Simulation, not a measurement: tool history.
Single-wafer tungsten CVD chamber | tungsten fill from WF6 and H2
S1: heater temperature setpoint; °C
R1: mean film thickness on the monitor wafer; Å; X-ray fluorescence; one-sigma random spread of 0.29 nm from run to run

{"run": 1, "hour": 0.0, "S1": 395, "chamber pressure (Torr)": 49.8, "deposition time (s)": 15.8, "R1": 551.89}
{"run": 2, "hour": 6.1, "S1": 400, "chamber pressure (Torr)": 50.0, "deposition time (s)": 15.8, "R1": 615.75}
{"run": 3, "hour": 8.7, "S1": 403, "chamber pressure (Torr)": 50.1, "deposition time (s)": 15.8, "R1": 651.17}
{"run": 4, "hour": 13.4, "S1": 403, "chamber pressure (Torr)": 50.1, "deposition time (s)": 15.0, "R1": 618.51}
{"run": 5, "hour": 18.5, "S1": 403, "chamber pressure (Torr)": 50.1, "deposition time (s)": 15.0, "R1": 617.68}
{"run": 6, "hour": 23.5, "S1": 408, "chamber pressure (Torr)": 50.1, "deposition time (s)": 15.0, "R1": 687.91}
{"run": 7, "hour": 24.5, "S1": 409, "chamber pressure (Torr)": 50.1, "deposition time (s)": 15.0, "R1": 699.25}

Run 8 is up next; what results do you expect?
{"run": 8, "hour": 31.4, "S1": 410, "chamber pressure (Torr)": 50.1, "deposition time (s)": 15.0, "R1": "?"}

{"run 8": {"R1": 712.26}}
